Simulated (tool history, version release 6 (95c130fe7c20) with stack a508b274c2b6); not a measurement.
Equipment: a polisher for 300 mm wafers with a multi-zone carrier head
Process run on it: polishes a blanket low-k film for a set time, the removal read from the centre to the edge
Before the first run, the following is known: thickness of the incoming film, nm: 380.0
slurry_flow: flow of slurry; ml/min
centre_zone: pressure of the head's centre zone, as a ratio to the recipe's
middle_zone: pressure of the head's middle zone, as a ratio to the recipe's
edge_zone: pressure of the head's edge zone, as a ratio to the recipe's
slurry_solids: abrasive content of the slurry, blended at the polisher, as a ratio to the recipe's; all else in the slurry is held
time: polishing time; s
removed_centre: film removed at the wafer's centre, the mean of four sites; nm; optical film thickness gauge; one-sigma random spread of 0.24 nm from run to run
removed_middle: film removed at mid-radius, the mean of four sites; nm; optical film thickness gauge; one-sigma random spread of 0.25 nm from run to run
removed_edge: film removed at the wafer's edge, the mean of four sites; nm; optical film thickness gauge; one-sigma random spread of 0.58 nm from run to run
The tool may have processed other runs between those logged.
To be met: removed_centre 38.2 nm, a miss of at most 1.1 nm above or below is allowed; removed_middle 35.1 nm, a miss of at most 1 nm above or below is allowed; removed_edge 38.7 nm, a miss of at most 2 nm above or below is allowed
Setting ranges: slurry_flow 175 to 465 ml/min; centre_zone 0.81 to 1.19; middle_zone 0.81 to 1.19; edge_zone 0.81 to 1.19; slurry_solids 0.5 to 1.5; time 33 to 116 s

{"run": 1, "hour": 0.0, "slurry_flow": 295, "centre_zone": 1, "middle_zone": 1, "edge_zone": 1, "slurry_solids": 1, "time": 74, "removed_centre": 45.326, "removed_middle": 45.225, "removed_edge": 46.743}
{"run": 2, "hour": 7.8, "slurry_flow": 295, "centre_zone": 1, "middle_zone": 0.93, "edge_zone": 1, "slurry_solids": 1, "time": 74, "removed_centre": 45.175, "removed_middle": 42.744, "removed_edge": 46.714}
{"run": 3, "hour": 16.7, "slurry_flow": 290, "centre_zone": 0.99, "middle_zone": 0.9, "edge_zone": 0.96, "slurry_solids": 0.95, "time": 74, "removed_centre": 43.085, "removed_middle": 41.395, "removed_edge": 44.939}
{"run": 4, "hour": 18.7, "slurry_flow": 290, "centre_zone": 1.03, "middle_zone": 0.9, "edge_zone": 0.96, "slurry_solids": 0.95, "time": 74, "removed_centre": 45.907, "removed_middle": 40.88, "removed_edge": 45.582}
{"run": 5, "hour": 23.6, "slurry_flow": 290, "centre_zone": 1.03, "middle_zone": 0.98, "edge_zone": 0.96, "slurry_solids": 0.95, "time": 74, "removed_centre": 45.431, "removed_middle": 43.033, "removed_edge": 45.761}
{"run": 6, "hour": 27.6, "slurry_flow": 290, "centre_zone": 1.03, "middle_zone": 0.98, "edge_zone": 0.92, "slurry_solids": 0.95, "time": 74, "removed_centre": 45.333, "removed_middle": 42.648, "removed_edge": 44.341}
{"run": 7, "hour": 35.4, "slurry_flow": 290, "centre_zone": 1.03, "middle_zone": 0.98, "edge_zone": 0.92, "slurry_solids": 0.95, "time": 74, "removed_centre": 45.153, "removed_middle": 43.873, "removed_edge": 43.802}
{"hour": 43.9, "done": "slurry nozzle cleaned"}
{"run": 8, "hour": 43.9, "slurry_flow": 285, "centre_zone": 1.02, "middle_zone": 0.94, "edge_zone": 0.91, "slurry_solids": 0.9, "time": 74, "removed_centre": 44.983, "removed_middle": 42.282, "removed_edge": 44.265}
{"run": 9, "hour": 45.6, "slurry_flow": 285, "centre_zone": 1.02, "middle_zone": 0.93, "edge_zone": 0.91, "slurry_solids": 0.8, "time": 72, "removed_centre": 42.164, "removed_middle": 38.685, "removed_edge": 40.523}

Consider the 4 candidate settings below. Which is the only one whose results all fall within their allowed miss of target?
{"run": "A", "hour": 47.3, "slurry_flow": 240, "centre_zone": 1.02, "middle_zone": 0.89, "edge_zone": 0.98, "slurry_solids": 0.9, "time": 64, "removed_centre": "?", "removed_middle": "?", "removed_edge": "?"}
{"run": "B", "hour": 47.3, "slurry_flow": 325, "centre_zone": 1.04, "middle_zone": 1.09, "edge_zone": 0.81, "slurry_solids": 0.7, "time": 77, "removed_centre": "?", "removed_middle": "?", "removed_edge": "?"}
{"run": "C", "hour": 47.3, "slurry_flow": 220, "centre_zone": 1.17, "middle_zone": 0.81, "edge_zone": 1.03, "slurry_solids": 0.8, "time": 67, "removed_centre": "?", "removed_middle": "?", "removed_edge": "?"}
{"run": "D", "hour": 47.3, "slurry_flow": 285, "centre_zone": 1.07, "middle_zone": 0.85, "edge_zone": 0.87, "slurry_solids": 0.75, "time": 81, "removed_centre": "?", "removed_middle": "?", "removed_edge": "?"}

move=A removed_centre=38.27 removed_middle=34.791 removed_edge=38.276
move=B removed_centre=44.147 removed_middle=44.706 removed_edge=39.225
move=C removed_centre=43.435 removed_middle=32.479 removed_edge=38.936
move=D removed_centre=48.369 removed_middle=40.646 removed_edge=43.419
A: all results in spec
B: further off than the last run
C: further off than the last run
D: further off than the last run
Go with A: it meets all targets.

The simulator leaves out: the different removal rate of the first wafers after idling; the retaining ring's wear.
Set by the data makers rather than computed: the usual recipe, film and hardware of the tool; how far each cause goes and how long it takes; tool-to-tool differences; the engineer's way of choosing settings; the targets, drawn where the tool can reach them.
